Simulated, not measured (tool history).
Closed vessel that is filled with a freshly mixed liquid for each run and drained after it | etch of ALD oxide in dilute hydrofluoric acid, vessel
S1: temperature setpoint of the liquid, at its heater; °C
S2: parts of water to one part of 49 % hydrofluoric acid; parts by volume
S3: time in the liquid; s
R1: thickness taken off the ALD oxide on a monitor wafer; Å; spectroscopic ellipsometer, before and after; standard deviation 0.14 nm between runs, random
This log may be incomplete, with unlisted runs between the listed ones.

run 1 hour=0.0 | S1=22.0 S2=295 S3=360 | R1=153.860
run 2 hour=1.2 | S1=23.0 S2=295 S3=360 | R1=161.100
run 3 hour=4.0 | S1=23.0 S2=390 S3=360 | R1=111.740
run 4 hour=12.3 | S1=24.0 S2=375 S3=360 | R1=123.220
run 5 hour=21.4 | S1=24.0 S2=415 S3=360 | R1=105.990
run 6 hour=26.0 | S1=22.0 S2=415 S3=360 | R1=99.092
run 7 hour=31.8 | S1=23.5 S2=395 S3=360 | R1=111.130

Forecast run 8:
run 8 hour=40.1 | S1=27.5 S2=275 S3=360 | R1=?

Run 8 came out at R1 205.000 Å.
